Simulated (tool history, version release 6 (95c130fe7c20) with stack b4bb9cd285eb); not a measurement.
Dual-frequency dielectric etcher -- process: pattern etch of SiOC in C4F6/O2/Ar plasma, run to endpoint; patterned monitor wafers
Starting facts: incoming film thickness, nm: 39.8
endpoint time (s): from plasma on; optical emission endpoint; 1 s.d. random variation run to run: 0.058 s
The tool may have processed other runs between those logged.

run	hour	bias power (kW)	source power (kW)	endpoint time (s)
1	0	0.531	0.37	12.799
2	4.8	0.619	0.37	11.96
3	8.3	0.65	0.38	11.51
4	17.2	0.65	0.34	12.131
5	19.6	0.706	0.34	11.841
6	25.8	0.744	0.34	11.487
7	30	0.744	0.36	11.276

Estimate the outcome of run 8 from the log above:
8	33.7	0.744	0.37	?

Run 8 produced endpoint time (s) 11.039.

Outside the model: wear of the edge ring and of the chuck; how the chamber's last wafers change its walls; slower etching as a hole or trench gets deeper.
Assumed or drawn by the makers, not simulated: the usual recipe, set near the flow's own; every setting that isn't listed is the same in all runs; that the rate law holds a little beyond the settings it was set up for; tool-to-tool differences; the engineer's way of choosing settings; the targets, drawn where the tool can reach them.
